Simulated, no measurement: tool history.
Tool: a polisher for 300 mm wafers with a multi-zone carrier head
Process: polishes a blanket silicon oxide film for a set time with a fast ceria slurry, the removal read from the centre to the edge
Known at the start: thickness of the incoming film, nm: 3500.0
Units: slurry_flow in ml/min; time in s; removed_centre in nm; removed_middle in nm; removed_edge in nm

run	hour	slurry_flow	centre_zone	middle_zone	edge_zone	time	removed_centre	removed_middle	removed_edge
1	0	160	1	1	1	66	768.65	749.88	751.66
2	8.3	180	1	1	1	66	772.69	764.84	783.61
3	13.2	180	1	1	1	54	634.82	609.13	639.75
4	14.1	180	1	1	1	67	776.23	767.42	803.54
5	20	180	0.94	1	1	67	764.24	782.33	786.23
6	24.5	145	0.94	1	1	67	710.82	740.93	778.45
7	29.9	125	1.04	1.04	1.1	85	944.65	929.58	994.4
8	33.5	140	1.04	1.04	1.11	86	986.11	971.89	1041.1

Run 9 comes next. What will it give?
9	39.2	150	1.04	1.04	1.12	87	?	?	?

{"run 9": {"removed_centre": 1042.6, "removed_middle": 1001.5, "removed_edge": 1075.5}}
